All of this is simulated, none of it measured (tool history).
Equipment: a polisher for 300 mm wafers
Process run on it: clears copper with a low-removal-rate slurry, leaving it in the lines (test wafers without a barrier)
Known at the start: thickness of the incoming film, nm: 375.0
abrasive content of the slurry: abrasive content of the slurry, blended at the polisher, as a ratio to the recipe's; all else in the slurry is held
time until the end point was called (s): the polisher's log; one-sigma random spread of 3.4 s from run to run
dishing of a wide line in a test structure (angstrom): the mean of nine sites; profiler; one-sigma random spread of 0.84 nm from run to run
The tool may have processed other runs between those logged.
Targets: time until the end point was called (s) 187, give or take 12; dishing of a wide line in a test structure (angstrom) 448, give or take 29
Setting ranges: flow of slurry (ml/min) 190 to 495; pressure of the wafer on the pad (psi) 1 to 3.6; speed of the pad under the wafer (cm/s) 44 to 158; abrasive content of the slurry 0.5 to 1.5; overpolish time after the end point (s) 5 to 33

run	hour	flow of slurry (ml/min)	pressure of the wafer on the pad (psi)	speed of the pad under the wafer (cm/s)	abrasive content of the slurry	overpolish time after the end point (s)	time until the end point was called (s)	dishing of a wide line in a test structure (angstrom)
1	0	320	2.3	100	1	17	150.11	332.37
2	8	320	2	100	1	17	162.5	305.02
3	12.3	320	2	100	1	14	167.36	246.75
4	19.3	355	2	100	1	14	169.31	254.51
5	20.6	355	2	100	1.1	14	165.66	267.91
6	26.7	355	2	118	1.1	14	145.41	278.23
7	31.4	355	1.8	90	1.1	22	188.12	326.4
8	38.9	355	1.8	88	1.1	24	188.32	353.05

Exactly one of the 5 candidate moves below puts every result within its allowed miss. Which one?
A	46.4	375	1.8	114	1.05	28	?	?
B	46.4	375	2.4	80	0.9	33	?	?
C	46.4	300	1.7	98	1.05	27	?	?
D	46.4	315	1.8	94	1.15	31	?	?
E	46.4	360	1.7	132	1.1	25	?	?

move	time until the end point was called (s)	dishing of a wide line in a test structure (angstrom)
A	166.4	471.93
B	171.41	534.92
C	197.97	397.39
D	190.54	459.6
E	155.56	453.37
A: puts the biggest miss on target and leaves a different result outside tolerance
B: carries the result that was furthest off beyond its target, to the other side
C: moves toward the targets from the last run without getting all of them in spec
D: every result lands within tolerance
E: puts the biggest miss on target and leaves a different result outside tolerance
Answer: D
